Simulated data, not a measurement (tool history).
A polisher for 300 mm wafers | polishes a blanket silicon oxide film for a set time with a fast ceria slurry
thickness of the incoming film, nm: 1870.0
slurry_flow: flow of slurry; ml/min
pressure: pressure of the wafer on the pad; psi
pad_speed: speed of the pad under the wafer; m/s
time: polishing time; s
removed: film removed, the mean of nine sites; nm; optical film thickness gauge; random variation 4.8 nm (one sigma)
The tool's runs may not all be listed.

run,hour,slurry_flow,pressure,pad_speed,time,removed
1,0,220,3,0.98,53,909.92
2,7.5,180,3,0.98,53,884.55
3,15,180,3,0.98,53,892.26
4,17.7,180,2.8,0.92,53,795.41
5,19.9,205,2.8,0.92,53,808.77
6,22.4,205,2.6,0.86,53,686.58

The next listed run, before its measurement:
7,26.1,200,1.8,0.66,53,?

{"run 7": {"removed": 409.05}}
